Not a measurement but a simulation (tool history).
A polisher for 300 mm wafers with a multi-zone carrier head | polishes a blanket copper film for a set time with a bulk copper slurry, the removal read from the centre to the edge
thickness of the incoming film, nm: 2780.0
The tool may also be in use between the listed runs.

run,hour,flow of slurry (ml/min),pressure of the head's centre zone,pressure of the head's middle zone,pressure of the head's edge zone,abrasive content of the slurry,polishing time (s),film removed at the wafer's centre (Å),film removed at mid-radius (Å),film removed at the wafer's edge (Å)
1,0,295,1,1,1,1,73,4712,4486.7,4433.3
2,5.5,295,1,1.03,1,1,73,4606.9,4567.9,4459.5
3,11.8,305,1.03,1.06,1.04,1.15,74,4951,4938.4,4746.7
4,13.7,305,1.03,1.01,1.04,1.15,74,4952.3,4747.6,4674.4
5,14.4,305,1.04,1.01,1.07,1.25,77,5237.1,5050.5,5077.2
6,19.2,345,1.04,1.01,1.07,1.25,77,5477.8,5163.5,5098.1
7,22.3,355,1.05,1.02,1.1,1.35,78,5678.9,5385.9,5294.5

The next listed run, before its measurement:
8,29.9,355,1.05,1.02,1.12,1.4,79,?,?,?

Run 8 gave film removed at the wafer's centre (Å) 5776, film removed at mid-radius (Å) 5340.3, film removed at the wafer's edge (Å) 5417.1.
